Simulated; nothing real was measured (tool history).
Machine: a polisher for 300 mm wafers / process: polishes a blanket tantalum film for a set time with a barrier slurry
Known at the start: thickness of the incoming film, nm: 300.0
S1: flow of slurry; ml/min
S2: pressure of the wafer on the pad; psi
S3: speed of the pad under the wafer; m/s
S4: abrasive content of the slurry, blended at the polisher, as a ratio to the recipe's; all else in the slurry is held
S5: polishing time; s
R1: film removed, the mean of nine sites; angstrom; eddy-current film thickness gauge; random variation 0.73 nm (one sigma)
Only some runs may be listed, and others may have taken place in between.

run,hour,S1,S2,S3,S4,S5,R1
1,0.0,175,2.3,1.16,1.0,30,768.17
2,3.1,175,2.2,1.16,1.0,30,726.08
3,5.1,175,2.2,1.28,1.0,30,814.09
4,8.1,175,2.2,1.28,1.0,27,721.08
5,11.7,175,2.1,1.28,1.0,27,680.46
6,13.1,175,2.1,1.28,1.1,27,708.66

What does the tool deliver on the next run?
7,21.6,175,2.0,1.28,1.1,27,?

Run 7 measured R1 675.31 angstrom.
